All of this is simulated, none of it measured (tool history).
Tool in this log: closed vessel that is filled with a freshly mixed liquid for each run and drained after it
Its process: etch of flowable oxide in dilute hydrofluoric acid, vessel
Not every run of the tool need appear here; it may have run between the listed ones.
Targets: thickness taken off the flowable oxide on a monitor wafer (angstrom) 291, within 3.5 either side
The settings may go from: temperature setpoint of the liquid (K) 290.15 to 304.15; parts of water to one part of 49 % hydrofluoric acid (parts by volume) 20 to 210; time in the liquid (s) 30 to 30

run	hour	temperature setpoint of the liquid (K)	parts of water to one part of 49 % hydrofluoric acid (parts by volume)	time in the liquid (s)	thickness taken off the flowable oxide on a monitor wafer (angstrom)
1	0	296.15	115	30	99.915
2	2.6	297.15	105	30	114.27
3	5.6	297.15	140	30	82.828
4	9	297.15	140	30	82.211
5	14.7	293.65	140	30	71.785
6	18.1	295.15	125	30	86.936
7	24.4	299.15	75	30	179.97
8	25.8	300.15	70	30	202.52
9	26.9	300.65	70	30	206.02
10	35.3	301.15	70	30	211.27
11	42.2	301.65	70	30	214.83
12	50.3	302.15	65	30	238.2
13	55.6	302.65	65	30	240.82
14	64.1	303.65	60	30	274.07
15	65.6	304.15	60	30	279.54
16	66.9	304.15	55	30	307.52
17	73.6	303.65	55	30	303.05
18	81.7	302.15	55	30	285.6

Below are 4 possible settings for the next run. Only one of them brings all results inside the allowed miss of their targets. Which is it?
A	89.8	303.15	55	30	?
B	89.8	303.15	60	30	?
C	89.8	298.15	45	30	?
D	89.8	300.15	50	30	?

move	thickness taken off the flowable oxide on a monitor wafer (angstrom)
A	298.89
B	271.91
C	303.4
D	294.1
A: the result that was furthest off in the last run now lies on the other side of its target
B: its largest miss is bigger than the last run's
C: the result that was furthest off in the last run now lies on the other side of its target
D: hits every target within its allowed miss
The right move is D.
